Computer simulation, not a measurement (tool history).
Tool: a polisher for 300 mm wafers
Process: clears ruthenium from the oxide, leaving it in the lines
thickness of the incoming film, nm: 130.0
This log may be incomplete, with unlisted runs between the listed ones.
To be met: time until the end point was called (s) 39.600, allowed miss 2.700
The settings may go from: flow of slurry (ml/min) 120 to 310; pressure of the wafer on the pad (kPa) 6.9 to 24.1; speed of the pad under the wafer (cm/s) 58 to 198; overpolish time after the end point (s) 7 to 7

run,day,flow of slurry (ml/min),pressure of the wafer on the pad (kPa),speed of the pad under the wafer (cm/s),overpolish time after the end point (s),time until the end point was called (s)
1,0.000,200,15.2,128,7,73.874
2,0.325,225,15.2,128,7,71.564
3,0.521,250,15.2,128,7,71.474
4,0.858,220,15.2,128,7,75.370
5,1.000,265,15.2,128,7,71.318
6,1.133,265,15.2,128,7,74.586
7,1.458,265,16.5,130,7,67.233
8,1.712,265,17.2,134,7,63.340
9,2.004,265,17.9,138,7,58.505
10,2.375,265,18.6,140,7,58.142
11,2.746,265,19.3,144,7,54.517
12,2.996,265,23.4,152,7,42.668
13,3.183,265,23.4,154,7,44.326

5 next moves are on the table. One of them brings every result within its allowed miss. Which?
A,3.371,260,22.8,146,7,?
B,3.371,270,24.1,168,7,?
C,3.371,300,24.1,142,7,?
D,3.371,260,23.4,138,7,?
E,3.371,285,24.1,194,7,?

move,time until the end point was called (s)
A,48.262
B,40.997
C,46.482
D,49.258
E,36.245
A: its largest miss is bigger than the last run's
B: meets every target
C: its largest miss is bigger than the last run's
D: its largest miss is bigger than the last run's
E: takes the biggest miss from the last run beyond its target
Go with B: it meets all targets.

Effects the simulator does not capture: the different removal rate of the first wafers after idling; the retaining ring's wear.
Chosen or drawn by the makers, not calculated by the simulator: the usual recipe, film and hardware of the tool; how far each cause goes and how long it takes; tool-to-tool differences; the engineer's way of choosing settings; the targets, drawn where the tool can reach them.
